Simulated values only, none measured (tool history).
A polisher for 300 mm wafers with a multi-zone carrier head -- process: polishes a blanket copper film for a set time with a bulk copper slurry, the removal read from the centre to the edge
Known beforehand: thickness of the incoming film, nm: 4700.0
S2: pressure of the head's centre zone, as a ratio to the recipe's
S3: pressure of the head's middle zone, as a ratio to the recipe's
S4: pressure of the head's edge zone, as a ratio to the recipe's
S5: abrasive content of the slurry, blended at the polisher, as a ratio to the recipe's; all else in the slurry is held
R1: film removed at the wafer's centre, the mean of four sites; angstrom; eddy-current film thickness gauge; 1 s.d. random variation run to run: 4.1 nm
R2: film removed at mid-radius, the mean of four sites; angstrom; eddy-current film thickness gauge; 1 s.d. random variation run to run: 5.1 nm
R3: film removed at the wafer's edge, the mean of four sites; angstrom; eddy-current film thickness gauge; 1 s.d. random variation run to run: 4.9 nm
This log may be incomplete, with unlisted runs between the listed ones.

run 1 hour=0 | flow_of_slurry_(ml/min)=215 S2=1 S3=1 S4=1 S5=1 polishing_time_(s)=60 | R1=4815.5 R2=4667.1 R3=4866.1
run 2 hour=5.7 | flow_of_slurry_(ml/min)=210 S2=0.99 S3=0.98 S4=1 S5=0.95 polishing_time_(s)=60 | R1=4685.6 R2=4589.7 R3=4782.4
run 3 hour=10.1 | flow_of_slurry_(ml/min)=205 S2=0.99 S3=0.96 S4=1.02 S5=0.95 polishing_time_(s)=59 | R1=4538.7 R2=4376.9 R3=4844.7
run 4 hour=16.5 | flow_of_slurry_(ml/min)=205 S2=0.99 S3=0.96 S4=1.06 S5=0.95 polishing_time_(s)=59 | R1=4618.1 R2=4405.2 R3=4940.5
run 5 hour=22.2 | flow_of_slurry_(ml/min)=200 S2=0.99 S3=0.94 S4=1.06 S5=0.95 polishing_time_(s)=59 | R1=4477.8 R2=4314.1 R3=4880.9
run 6 hour=27.9 | flow_of_slurry_(ml/min)=200 S2=0.99 S3=0.93 S4=1.06 S5=0.95 polishing_time_(s)=59 | R1=4539.4 R2=4344.7 R3=4922.8
run 7 hour=30.6 | flow_of_slurry_(ml/min)=200 S2=0.99 S3=0.92 S4=1.07 S5=0.9 polishing_time_(s)=59 | R1=4443.7 R2=4170.1 R3=4820.8
run 8 hour=35.7 | flow_of_slurry_(ml/min)=200 S2=0.99 S3=0.91 S4=1.07 S5=0.9 polishing_time_(s)=59 | R1=4373.7 R2=4054 R3=4880.9

Run 9 is up next; what results do you expect?
-- hour=39.4 worn pad replaced by a new one
run 9 hour=39.4 | flow_of_slurry_(ml/min)=200 S2=0.99 S3=0.91 S4=1.07 S5=0.9 polishing_time_(s)=59 | R1=? R2=? R3=?

R1: 4837.3 angstrom
R2: 4480.9 angstrom
R3: 5196.4 angstrom
